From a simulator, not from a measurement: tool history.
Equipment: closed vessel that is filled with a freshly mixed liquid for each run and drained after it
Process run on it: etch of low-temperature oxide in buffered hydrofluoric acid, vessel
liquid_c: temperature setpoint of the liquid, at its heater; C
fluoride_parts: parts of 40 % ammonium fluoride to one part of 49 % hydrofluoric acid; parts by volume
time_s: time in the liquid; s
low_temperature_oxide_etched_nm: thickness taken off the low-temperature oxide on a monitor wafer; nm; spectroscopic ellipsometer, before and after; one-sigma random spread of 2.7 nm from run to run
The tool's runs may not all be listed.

run  hour  liquid_c  fluoride_parts  time_s  low_temperature_oxide_etched_nm
  1   0.0      24.0            19.0     105                           148.88
  2   7.3      25.0            18.5     105                           158.60
  3  15.3      25.5            18.0     105                           166.91
  4  20.4      26.0            17.5     105                           180.46
  5  23.3      22.5            17.5     105                           146.89
  6  26.7      22.5            20.0     105                           129.61
  7  29.7      23.5            19.5     105                           141.81
  8  30.8      24.5            19.0     105                           154.16
  9  38.0      25.5            18.5     105                           166.41
 10  39.8      25.5            18.5     105                           164.86
 11  45.7      26.0            18.0     105                           173.61

For run 12, what comes out?
 12  47.4      26.5            17.5     105                                ?

Run 12 yielded low_temperature_oxide_etched_nm 185.00 nm.
